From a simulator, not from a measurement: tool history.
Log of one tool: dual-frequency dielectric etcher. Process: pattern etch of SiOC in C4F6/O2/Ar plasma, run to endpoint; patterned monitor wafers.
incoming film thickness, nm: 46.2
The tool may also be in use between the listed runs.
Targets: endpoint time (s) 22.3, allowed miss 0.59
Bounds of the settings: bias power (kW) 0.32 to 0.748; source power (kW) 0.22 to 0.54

run,hour,bias power (kW),source power (kW),endpoint time (s)
1,0,0.534,0.38,16.932
2,5.5,0.467,0.34,18.6
3,9.8,0.467,0.38,17.711
4,15.8,0.421,0.34,19.606
5,17.4,0.391,0.33,20.311
6,19.2,0.37,0.32,21.285
7,20.4,0.37,0.32,21.062
8,24.5,0.356,0.32,21.784

Which of these 5 next moves meets every target?
A,28.6,0.404,0.31,?
B,28.6,0.378,0.32,?
C,28.6,0.356,0.3,?
D,28.6,0.449,0.26,?
E,28.6,0.355,0.35,?

move,endpoint time (s)
A,20.666
B,21.054
C,22.248
D,21.125
E,20.913
A: further off than the last run
B: further off than the last run
C: meets every target
D: further off than the last run
E: further off than the last run
Answer: C
